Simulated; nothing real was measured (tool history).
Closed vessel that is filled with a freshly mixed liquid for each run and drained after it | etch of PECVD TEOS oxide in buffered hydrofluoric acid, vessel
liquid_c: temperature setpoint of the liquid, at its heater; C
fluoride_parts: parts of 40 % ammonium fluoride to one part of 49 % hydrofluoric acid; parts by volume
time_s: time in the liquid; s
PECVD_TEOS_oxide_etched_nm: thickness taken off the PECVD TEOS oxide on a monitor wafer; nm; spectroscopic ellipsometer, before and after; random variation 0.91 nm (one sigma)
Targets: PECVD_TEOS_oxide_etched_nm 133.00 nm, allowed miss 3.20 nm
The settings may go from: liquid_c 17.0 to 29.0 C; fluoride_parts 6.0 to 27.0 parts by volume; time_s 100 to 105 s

run 1 day=0.000 | liquid_c=21.0 fluoride_parts=16.5 time_s=100 | PECVD_TEOS_oxide_etched_nm=122.75
run 2 day=0.162 | liquid_c=18.0 fluoride_parts=16.5 time_s=100 | PECVD_TEOS_oxide_etched_nm=103.34
run 3 day=0.450 | liquid_c=18.0 fluoride_parts=16.5 time_s=100 | PECVD_TEOS_oxide_etched_nm=103.21
run 4 day=0.488 | liquid_c=19.5 fluoride_parts=16.5 time_s=100 | PECVD_TEOS_oxide_etched_nm=113.74
run 5 day=0.596 | liquid_c=19.5 fluoride_parts=16.5 time_s=100 | PECVD_TEOS_oxide_etched_nm=112.07
run 6 day=0.654 | liquid_c=19.5 fluoride_parts=16.5 time_s=105 | PECVD_TEOS_oxide_etched_nm=117.11
run 7 day=0.758 | liquid_c=20.0 fluoride_parts=16.5 time_s=105 | PECVD_TEOS_oxide_etched_nm=121.31
run 8 day=0.833 | liquid_c=20.5 fluoride_parts=16.5 time_s=105 | PECVD_TEOS_oxide_etched_nm=124.68

Which of these 5 next moves meets every target?
run A day=0.908 | liquid_c=21.0 fluoride_parts=16.0 time_s=100 | PECVD_TEOS_oxide_etched_nm=?
run B day=0.908 | liquid_c=20.0 fluoride_parts=15.0 time_s=105 | PECVD_TEOS_oxide_etched_nm=?
run C day=0.908 | liquid_c=19.5 fluoride_parts=16.0 time_s=100 | PECVD_TEOS_oxide_etched_nm=?
run D day=0.908 | liquid_c=17.5 fluoride_parts=14.5 time_s=105 | PECVD_TEOS_oxide_etched_nm=?
run E day=0.908 | liquid_c=17.0 fluoride_parts=14.0 time_s=100 | PECVD_TEOS_oxide_etched_nm=?

move=A PECVD_TEOS_oxide_etched_nm=125.05
move=B PECVD_TEOS_oxide_etched_nm=132.36
move=C PECVD_TEOS_oxide_etched_nm=115.06
move=D PECVD_TEOS_oxide_etched_nm=118.96
move=E PECVD_TEOS_oxide_etched_nm=114.00
A: as far off as the last run
B: meets every target
C: further off than the last run
D: further off than the last run
E: further off than the last run
Move B is the one to make.
